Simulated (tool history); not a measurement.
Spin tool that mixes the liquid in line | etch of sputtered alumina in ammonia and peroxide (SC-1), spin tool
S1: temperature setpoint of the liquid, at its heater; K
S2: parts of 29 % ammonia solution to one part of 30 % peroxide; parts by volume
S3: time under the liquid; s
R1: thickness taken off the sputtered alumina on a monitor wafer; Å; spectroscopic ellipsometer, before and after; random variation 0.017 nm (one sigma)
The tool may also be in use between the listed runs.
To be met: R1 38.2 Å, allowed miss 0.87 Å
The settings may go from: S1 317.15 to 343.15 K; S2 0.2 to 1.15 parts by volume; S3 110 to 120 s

Run 1, hour 0: S1 333.15 K, S2 0.65 parts by volume, S3 110 s. Result: R1 76.647 Å.
Run 2, hour 4.6: S1 326.15 K, S2 0.65 parts by volume, S3 110 s. Result: R1 53.376 Å.
Run 3, hour 6.3: S1 325.15 K, S2 0.65 parts by volume, S3 110 s. Result: R1 50.719 Å.
Run 4, hour 8.2: S1 325.15 K, S2 0.5 parts by volume, S3 110 s. Result: R1 49.063 Å.
Run 5, hour 11.8: S1 324.65 K, S2 0.5 parts by volume, S3 110 s. Result: R1 47.978 Å.
Run 6, hour 15.2: S1 324.65 K, S2 0.65 parts by volume, S3 110 s. Result: R1 49.158 Å.
Run 7, hour 17.6: S1 324.15 K, S2 0.65 parts by volume, S3 110 s. Result: R1 48.04 Å.
Run 8, hour 24.3: S1 323.65 K, S2 0.65 parts by volume, S3 110 s. Result: R1 46.715 Å.
Run 9, hour 31.9: S1 323.15 K, S2 0.65 parts by volume, S3 110 s. Result: R1 45.06 Å.
Run 10, hour 34.1: S1 322.65 K, S2 0.65 parts by volume, S3 110 s. Result: R1 44.345 Å.
Run 11, hour 37: S1 322.15 K, S2 0.65 parts by volume, S3 110 s. Result: R1 42.822 Å.
Run 12, hour 38.5: S1 321.65 K, S2 0.65 parts by volume, S3 110 s. Result: R1 41.652 Å.
Run 13, hour 42.9: S1 321.65 K, S2 0.65 parts by volume, S3 110 s. Result: R1 41.839 Å.
Run 14, hour 51.1: S1 319.65 K, S2 0.65 parts by volume, S3 110 s. Result: R1 37.169 Å.

4 next moves are on the table. One of them brings every result within its allowed miss. Which?
Run A, hour 59.3: S1 317.65 K, S2 0.8 parts by volume, S3 115 s. Result: R1 ?.
Run B, hour 59.3: S1 318.15 K, S2 0.7 parts by volume, S3 115 s. Result: R1 ?.
Run C, hour 59.3: S1 317.65 K, S2 0.6 parts by volume, S3 120 s. Result: R1 ?.
Run D, hour 59.3: S1 318.65 K, S2 0.55 parts by volume, S3 120 s. Result: R1 ?.

move      R1
   A  35.447
   B  36.011
   C  35.986
   D  37.781
A: further off than the last run
B: further off than the last run
C: further off than the last run
D: meets every target
Move D is the one to make.

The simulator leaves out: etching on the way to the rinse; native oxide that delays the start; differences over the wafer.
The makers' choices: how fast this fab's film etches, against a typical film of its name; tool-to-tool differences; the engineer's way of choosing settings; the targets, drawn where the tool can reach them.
